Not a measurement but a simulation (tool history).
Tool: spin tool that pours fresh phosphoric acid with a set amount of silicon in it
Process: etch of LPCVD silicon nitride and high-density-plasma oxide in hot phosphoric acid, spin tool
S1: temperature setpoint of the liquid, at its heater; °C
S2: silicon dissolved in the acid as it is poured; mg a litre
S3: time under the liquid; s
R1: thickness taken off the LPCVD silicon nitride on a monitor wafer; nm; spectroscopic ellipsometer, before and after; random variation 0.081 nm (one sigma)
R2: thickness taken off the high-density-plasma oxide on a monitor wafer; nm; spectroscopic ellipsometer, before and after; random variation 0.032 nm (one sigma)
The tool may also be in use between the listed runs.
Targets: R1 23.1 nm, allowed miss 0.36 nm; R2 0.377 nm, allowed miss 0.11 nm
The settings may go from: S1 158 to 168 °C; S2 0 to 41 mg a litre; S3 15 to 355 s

| run | hour | S1 | S2 | S3 | R1 | R2 |
|---|---|---|---|---|---|---|
| 1 | 0 | 163 | 18 | 180 | 18.701 | 0.45873 |
| 2 | 6 | 163 | 8.5 | 180 | 18.589 | 0.54136 |
| 3 | 13.6 | 163 | 8.5 | 140 | 14.505 | 0.4698 |
| 4 | 20.5 | 163 | 8.5 | 180 | 18.836 | 0.53362 |
| 5 | 23.2 | 163 | 8.5 | 235 | 24.647 | 0.80605 |
| 6 | 25.2 | 163 | 8.5 | 265 | 27.495 | 0.78654 |
| 7 | 25.8 | 161.5 | 13.5 | 260 | 25.589 | 0.69497 |
| 8 | 33.8 | 161 | 21 | 260 | 25.261 | 0.48761 |
| 9 | 37.5 | 160.5 | 22 | 260 | 24.782 | 0.5089 |
| 10 | 45.5 | 160 | 24.5 | 260 | 24.473 | 0.44371 |
| 11 | 46.6 | 159.5 | 25.5 | 260 | 24.079 | 0.36675 |

Which of these 4 next moves meets every target?
| A | 47.7 | 162.5 | 23.5 | 240 | ? | ? |
| B | 47.7 | 158.5 | 24 | 265 | ? | ? |
| C | 47.7 | 160.5 | 29 | 240 | ? | ? |
| D | 47.7 | 159 | 30.5 | 265 | ? | ? |

| move | R1 | R2 |
|---|---|---|
| A | 24.758 | 0.51352 |
| B | 23.908 | 0.41516 |
| C | 23.16 | 0.36585 |
| D | 24.315 | 0.34057 |
A: further off than the last run
B: nearer than the last run, and not there yet
C: meets every target
D: further off than the last run
Move C is the one to make.

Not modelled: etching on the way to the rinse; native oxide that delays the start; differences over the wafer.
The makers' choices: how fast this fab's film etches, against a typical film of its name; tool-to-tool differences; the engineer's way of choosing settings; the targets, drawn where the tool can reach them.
